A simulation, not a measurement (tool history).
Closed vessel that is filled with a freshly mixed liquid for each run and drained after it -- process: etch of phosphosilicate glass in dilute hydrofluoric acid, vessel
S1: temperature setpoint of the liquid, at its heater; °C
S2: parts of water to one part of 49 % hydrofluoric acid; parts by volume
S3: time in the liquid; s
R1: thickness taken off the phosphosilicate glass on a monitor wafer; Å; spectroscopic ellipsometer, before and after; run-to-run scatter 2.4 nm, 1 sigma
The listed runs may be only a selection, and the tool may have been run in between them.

run  hour    S1  S2   S3      R1
  1   0.0  25.0  60   90  1356.3
  2   2.3  25.0  40   90  2050.4
  3   9.7  25.0  20   90  4133.1
  4  11.4  25.0  20  100  4648.1
  5  19.6  22.5  25  100  3330.0
  6  20.7  21.5  25  100  3197.9
  7  29.3  20.5  25  100  3070.8
  8  30.9  19.5  25  100  2920.9
  9  35.3  19.0  25  100  2867.6
 10  43.6  18.5  25  100  2800.9

Run 11 comes next. What will it give?
 11  46.0  18.0  25  100   ?

R1: 2757.8 Å

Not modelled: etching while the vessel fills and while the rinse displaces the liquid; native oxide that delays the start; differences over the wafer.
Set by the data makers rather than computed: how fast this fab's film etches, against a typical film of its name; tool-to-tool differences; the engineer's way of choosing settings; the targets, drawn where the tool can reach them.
